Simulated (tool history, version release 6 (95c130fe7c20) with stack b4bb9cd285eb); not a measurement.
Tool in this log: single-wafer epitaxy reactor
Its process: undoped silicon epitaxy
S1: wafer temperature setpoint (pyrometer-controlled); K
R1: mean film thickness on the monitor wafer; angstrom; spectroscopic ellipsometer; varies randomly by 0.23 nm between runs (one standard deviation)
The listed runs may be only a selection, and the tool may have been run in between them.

run 1 hour=0 | S1=943.15 deposition_time_(s)=292 | R1=761.44
run 2 hour=2.4 | S1=945.15 deposition_time_(s)=292 | R1=798.31
run 3 hour=8.8 | S1=945.15 deposition_time_(s)=273 | R1=743.31
run 4 hour=16.2 | S1=945.15 deposition_time_(s)=232 | R1=634.28
run 5 hour=22 | S1=949.15 deposition_time_(s)=232 | R1=696.72
run 6 hour=28 | S1=944.15 deposition_time_(s)=232 | R1=618.4

The next listed run, before its measurement:
run 7 hour=29.2 | S1=948.15 deposition_time_(s)=232 | R1=?

R1: 680.6 angstrom

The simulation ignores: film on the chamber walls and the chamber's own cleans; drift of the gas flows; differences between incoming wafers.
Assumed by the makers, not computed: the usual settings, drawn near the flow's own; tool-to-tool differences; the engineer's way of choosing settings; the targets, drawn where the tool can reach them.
